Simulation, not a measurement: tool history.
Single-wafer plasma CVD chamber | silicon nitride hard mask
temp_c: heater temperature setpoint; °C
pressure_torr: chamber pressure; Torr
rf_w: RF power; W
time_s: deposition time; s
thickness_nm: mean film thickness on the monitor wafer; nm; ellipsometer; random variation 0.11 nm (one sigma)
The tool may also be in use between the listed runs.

run 1 hour=0 | temp_c=410 pressure_torr=2.04 rf_w=245 time_s=33.8 | thickness_nm=35.069
run 2 hour=7.6 | temp_c=410 pressure_torr=2.04 rf_w=245 time_s=32.2 | thickness_nm=33.368
run 3 hour=10 | temp_c=415 pressure_torr=2.04 rf_w=245 time_s=32.2 | thickness_nm=33.163
run 4 hour=14.3 | temp_c=415 pressure_torr=1.87 rf_w=245 time_s=32.2 | thickness_nm=32.761
run 5 hour=16.8 | temp_c=415 pressure_torr=1.96 rf_w=255 time_s=32.4 | thickness_nm=33.986
run 6 hour=17.4 | temp_c=415 pressure_torr=1.96 rf_w=290 time_s=32.4 | thickness_nm=36.622

Run 7 comes next. What will it give?
run 7 hour=21.6 | temp_c=415 pressure_torr=2.05 rf_w=295 time_s=32.5 | thickness_nm=?

thickness_nm: 37.48 nm

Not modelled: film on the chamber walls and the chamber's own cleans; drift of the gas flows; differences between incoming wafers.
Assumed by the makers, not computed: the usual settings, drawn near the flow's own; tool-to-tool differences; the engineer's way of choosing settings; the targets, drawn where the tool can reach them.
